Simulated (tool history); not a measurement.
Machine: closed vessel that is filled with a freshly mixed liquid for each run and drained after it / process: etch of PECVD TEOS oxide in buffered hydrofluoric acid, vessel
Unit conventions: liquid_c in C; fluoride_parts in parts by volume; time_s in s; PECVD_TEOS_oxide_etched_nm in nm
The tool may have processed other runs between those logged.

run 1 hour=0 | liquid_c=22 fluoride_parts=16 time_s=105 | PECVD_TEOS_oxide_etched_nm=137.35
run 2 hour=9 | liquid_c=22 fluoride_parts=16 time_s=110 | PECVD_TEOS_oxide_etched_nm=144.06
run 3 hour=14.6 | liquid_c=22 fluoride_parts=16 time_s=110 | PECVD_TEOS_oxide_etched_nm=143.55
run 4 hour=17.8 | liquid_c=24.5 fluoride_parts=14.5 time_s=110 | PECVD_TEOS_oxide_etched_nm=184.38
run 5 hour=24.1 | liquid_c=24.5 fluoride_parts=14.5 time_s=110 | PECVD_TEOS_oxide_etched_nm=184.23
run 6 hour=31.7 | liquid_c=24.5 fluoride_parts=18.5 time_s=110 | PECVD_TEOS_oxide_etched_nm=142.25
run 7 hour=38.9 | liquid_c=24.5 fluoride_parts=18.5 time_s=110 | PECVD_TEOS_oxide_etched_nm=143.95
run 8 hour=43.9 | liquid_c=24.5 fluoride_parts=18.5 time_s=110 | PECVD_TEOS_oxide_etched_nm=143.96
run 9 hour=48.9 | liquid_c=26.5 fluoride_parts=16.5 time_s=110 | PECVD_TEOS_oxide_etched_nm=177.81
run 10 hour=50 | liquid_c=27.5 fluoride_parts=15 time_s=110 | PECVD_TEOS_oxide_etched_nm=205.57
run 11 hour=54 | liquid_c=30 fluoride_parts=11.5 time_s=110 | PECVD_TEOS_oxide_etched_nm=304.03

Run 12 has not been measured yet. What should we expect?
run 12 hour=55.3 | liquid_c=29.5 fluoride_parts=11.5 time_s=110 | PECVD_TEOS_oxide_etched_nm=?

Logged for run 12: PECVD_TEOS_oxide_etched_nm 300.83 nm.
